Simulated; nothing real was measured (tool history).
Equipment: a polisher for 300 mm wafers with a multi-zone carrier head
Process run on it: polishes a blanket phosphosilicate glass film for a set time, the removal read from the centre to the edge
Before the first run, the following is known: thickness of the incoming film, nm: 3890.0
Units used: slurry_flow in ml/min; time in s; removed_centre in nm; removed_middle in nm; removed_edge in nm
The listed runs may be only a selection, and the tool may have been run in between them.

{"run": 1, "day": 0.0, "slurry_flow": 285, "centre_zone": 1.0, "middle_zone": 1.0, "edge_zone": 1.0, "slurry_solids": 1.0, "time": 33, "removed_centre": 401.37, "removed_middle": 391.32, "removed_edge": 394.13}
{"run": 2, "day": 0.067, "slurry_flow": 290, "centre_zone": 1.01, "middle_zone": 0.95, "edge_zone": 0.95, "slurry_solids": 0.85, "time": 31, "removed_centre": 359.64, "removed_middle": 328.03, "removed_edge": 345.88}
{"run": 3, "day": 0.271, "slurry_flow": 290, "centre_zone": 1.08, "middle_zone": 0.95, "edge_zone": 0.95, "slurry_solids": 0.85, "time": 31, "removed_centre": 378.72, "removed_middle": 341.85, "removed_edge": 343.67}
{"run": 4, "day": 0.538, "slurry_flow": 295, "centre_zone": 1.08, "middle_zone": 0.92, "edge_zone": 0.92, "slurry_solids": 0.75, "time": 29, "removed_centre": 343.2, "removed_middle": 298.04, "removed_edge": 296.69}
{"run": 5, "day": 0.775, "slurry_flow": 295, "centre_zone": 1.08, "middle_zone": 0.92, "edge_zone": 0.85, "slurry_solids": 0.75, "time": 29, "removed_centre": 338.93, "removed_middle": 296.96, "removed_edge": 293.16}
{"run": 6, "day": 0.938, "slurry_flow": 360, "centre_zone": 1.08, "middle_zone": 0.92, "edge_zone": 0.85, "slurry_solids": 0.75, "time": 29, "removed_centre": 349.45, "removed_middle": 306.33, "removed_edge": 300.01}
{"run": 7, "day": 1.296, "slurry_flow": 330, "centre_zone": 1.06, "middle_zone": 0.88, "edge_zone": 0.85, "slurry_solids": 0.65, "time": 29, "removed_centre": 319.57, "removed_middle": 269.27, "removed_edge": 279.33}
{"run": 8, "day": 1.4, "slurry_flow": 310, "centre_zone": 1.05, "middle_zone": 0.87, "edge_zone": 0.84, "slurry_solids": 0.6, "time": 29, "removed_centre": 310.49, "removed_middle": 256.76, "removed_edge": 269.8}
{"run": 9, "day": 1.604, "slurry_flow": 295, "centre_zone": 1.04, "middle_zone": 0.86, "edge_zone": 0.83, "slurry_solids": 0.55, "time": 29, "removed_centre": 293.69, "removed_middle": 250.2, "removed_edge": 254.47}
{"run": 10, "day": 1.838, "slurry_flow": 285, "centre_zone": 1.04, "middle_zone": 0.84, "edge_zone": 0.84, "slurry_solids": 0.55, "time": 29, "removed_centre": 294.13, "removed_middle": 244.29, "removed_edge": 262.91}

Predict the results of run 11:
{"run": 11, "day": 2.1, "slurry_flow": 280, "centre_zone": 1.04, "middle_zone": 0.83, "edge_zone": 0.83, "slurry_solids": 0.55, "time": 29, "removed_centre": "?", "removed_middle": "?", "removed_edge": "?"}

{"run 11": {"removed_centre": 293.31, "removed_middle": 238.31, "removed_edge": 255.4}}

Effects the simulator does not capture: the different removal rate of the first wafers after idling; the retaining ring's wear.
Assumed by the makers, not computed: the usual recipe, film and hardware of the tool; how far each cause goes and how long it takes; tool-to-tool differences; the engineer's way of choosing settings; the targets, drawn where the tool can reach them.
